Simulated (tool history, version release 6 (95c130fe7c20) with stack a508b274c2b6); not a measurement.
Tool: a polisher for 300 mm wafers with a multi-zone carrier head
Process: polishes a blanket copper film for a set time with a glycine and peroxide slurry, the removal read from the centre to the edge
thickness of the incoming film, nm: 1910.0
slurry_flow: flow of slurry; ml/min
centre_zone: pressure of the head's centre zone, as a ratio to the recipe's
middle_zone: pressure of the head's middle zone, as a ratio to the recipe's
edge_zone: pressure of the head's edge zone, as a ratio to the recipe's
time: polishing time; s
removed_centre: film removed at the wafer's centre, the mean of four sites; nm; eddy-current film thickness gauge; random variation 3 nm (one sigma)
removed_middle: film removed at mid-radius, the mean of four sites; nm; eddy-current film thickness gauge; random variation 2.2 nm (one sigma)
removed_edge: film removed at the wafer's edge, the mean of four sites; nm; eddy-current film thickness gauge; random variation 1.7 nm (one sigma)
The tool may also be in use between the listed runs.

run	day	slurry_flow	centre_zone	middle_zone	edge_zone	time	removed_centre	removed_middle	removed_edge
1	0	170	1	1	1	89	352.9	371.39	375.89
2	0.238	170	1.02	1.03	0.94	76	306.52	323.86	308.47
3	0.517	165	1.03	1.05	0.9	69	276.89	296.48	273.7
4	0.671	155	1.05	1.07	0.87	65	275.31	282.17	252.67
5	1.008	145	1.04	1.08	0.85	63	255.4	272.46	240.88
6	1.283	145	1.04	1.14	0.85	63	255.88	282.79	240.28
7	1.65	135	1.04	1.14	0.84	62	252.71	278.76	235.38
8	1.888	130	1.04	1.13	0.83	61	238.13	269.39	227.33

Run 9 comes next. What will it give?
9	2.179	125	1.05	1.12	0.82	61	?	?	?

Run 9 gave removed_centre 243.32 nm, removed_middle 264.82 nm, removed_edge 226.95 nm.
